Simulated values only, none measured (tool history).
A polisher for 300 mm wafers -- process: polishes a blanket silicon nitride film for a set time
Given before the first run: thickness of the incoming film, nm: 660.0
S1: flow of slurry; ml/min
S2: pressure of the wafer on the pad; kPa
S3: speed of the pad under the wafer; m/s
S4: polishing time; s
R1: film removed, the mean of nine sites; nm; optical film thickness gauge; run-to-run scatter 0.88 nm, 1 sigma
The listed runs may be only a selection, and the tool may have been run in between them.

run 1 hour=0 | S1=215 S2=31 S3=1.24 S4=69 | R1=170.88
run 2 hour=1.3 | S1=215 S2=30.3 S3=1.24 S4=69 | R1=168.17
run 3 hour=5.4 | S1=215 S2=29.6 S3=1.24 S4=69 | R1=162.88
run 4 hour=8 | S1=215 S2=29.6 S3=1.24 S4=73 | R1=173.61
run 5 hour=13.1 | S1=195 S2=29.6 S3=1.24 S4=73 | R1=172.1
run 6 hour=20.3 | S1=195 S2=29.6 S3=1.12 S4=73 | R1=161.39

Run 7 is up next; what results do you expect?
run 7 hour=22.7 | S1=195 S2=29 S3=1.12 S4=73 | R1=?

{"run 7": {"R1": 155.7}}
